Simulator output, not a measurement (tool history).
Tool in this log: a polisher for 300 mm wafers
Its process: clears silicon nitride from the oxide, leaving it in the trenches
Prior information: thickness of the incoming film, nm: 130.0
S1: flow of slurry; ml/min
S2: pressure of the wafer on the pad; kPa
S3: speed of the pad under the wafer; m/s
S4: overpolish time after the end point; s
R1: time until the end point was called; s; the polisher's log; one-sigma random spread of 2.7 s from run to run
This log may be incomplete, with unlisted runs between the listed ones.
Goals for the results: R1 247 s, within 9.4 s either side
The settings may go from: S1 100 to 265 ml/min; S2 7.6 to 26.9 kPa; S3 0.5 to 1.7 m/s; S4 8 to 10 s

run	day	S1	S2	S3	S4	R1
1	0	170	17.2	1.1	10	153.72
2	0.2	170	16.5	1.1	10	162.26
3	0.304	170	16.5	1.1	10	156.06
4	0.517	135	16.5	1.1	10	163.41
5	0.688	135	15.9	1.1	10	169.29
6	0.842	135	15.2	1.1	10	178.63
7	1.021	135	14.5	1.1	10	184.25
8	1.254	135	13.8	1.1	10	192.68
9	1.546	135	13.1	1.1	10	199.31
# day 1.617: worn pad replaced by a new one
10	1.617	135	12.4	1.1	10	191.8
11	1.862	130	7.6	1	10	321.76
12	2.046	130	8.3	1	10	299.63

Next run, 5 choices. One meets every target within its allowed miss, the rest don't. Which?
A	2.229	145	11.7	1.04	10	?
B	2.229	115	9	0.82	8	?
C	2.229	140	8.3	1.1	10	?
D	2.229	115	8.3	1.14	10	?
E	2.229	165	7.6	1.3	9	?

move	R1
A	216.57
B	348.98
C	274.28
D	270.72
E	245.43
A: takes the result that was furthest off past its target
B: the biggest miss grows against the last run
C: an improvement on the last run, though not all results are within tolerance
D: an improvement on the last run, though not all results are within tolerance
E: hits every target within its allowed miss
The move that meets every target is E.
